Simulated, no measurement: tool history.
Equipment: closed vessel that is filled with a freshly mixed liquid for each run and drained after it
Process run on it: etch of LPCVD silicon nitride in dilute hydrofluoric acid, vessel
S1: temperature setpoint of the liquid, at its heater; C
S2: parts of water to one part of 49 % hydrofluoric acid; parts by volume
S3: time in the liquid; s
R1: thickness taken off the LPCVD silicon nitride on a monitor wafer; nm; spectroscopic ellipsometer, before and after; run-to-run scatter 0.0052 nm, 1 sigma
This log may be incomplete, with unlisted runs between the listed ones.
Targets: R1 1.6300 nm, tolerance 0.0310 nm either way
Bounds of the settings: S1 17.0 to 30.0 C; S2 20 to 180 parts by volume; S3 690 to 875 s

| run | hour | S1 | S2 | S3 | R1 |
|---|---|---|---|---|---|
| 1 | 0.0 | 22.0 | 100 | 875 | 3.6133 |
| 2 | 5.3 | 22.0 | 80 | 875 | 4.5042 |
| 3 | 7.3 | 22.0 | 115 | 875 | 3.1528 |
| 4 | 11.4 | 23.5 | 115 | 875 | 3.4786 |
| 5 | 14.1 | 22.5 | 120 | 875 | 3.1202 |
| 6 | 20.4 | 20.5 | 120 | 875 | 2.7339 |
| 7 | 27.3 | 20.0 | 125 | 875 | 2.5489 |
| 8 | 27.9 | 17.0 | 155 | 870 | 1.6584 |
| 9 | 30.9 | 17.0 | 155 | 875 | 1.6833 |

Which single option among these 5 for the next run brings every result within its allowed miss of target? Just one does.
| A | 33.9 | 18.0 | 155 | 840 | ? |
| B | 33.9 | 17.5 | 130 | 690 | ? |
| C | 33.9 | 17.5 | 150 | 830 | ? |
| D | 33.9 | 19.0 | 165 | 860 | ? |
| E | 33.9 | 17.5 | 150 | 855 | ? |

| move | R1 |
|---|---|
| A | 1.7262 |
| B | 1.6244 |
| C | 1.7017 |
| D | 1.7796 |
| E | 1.7529 |
A: misses by more than the last run did
B: all results in spec
C: misses by more than the last run did
D: misses by more than the last run did
E: misses by more than the last run did
B meets every target.

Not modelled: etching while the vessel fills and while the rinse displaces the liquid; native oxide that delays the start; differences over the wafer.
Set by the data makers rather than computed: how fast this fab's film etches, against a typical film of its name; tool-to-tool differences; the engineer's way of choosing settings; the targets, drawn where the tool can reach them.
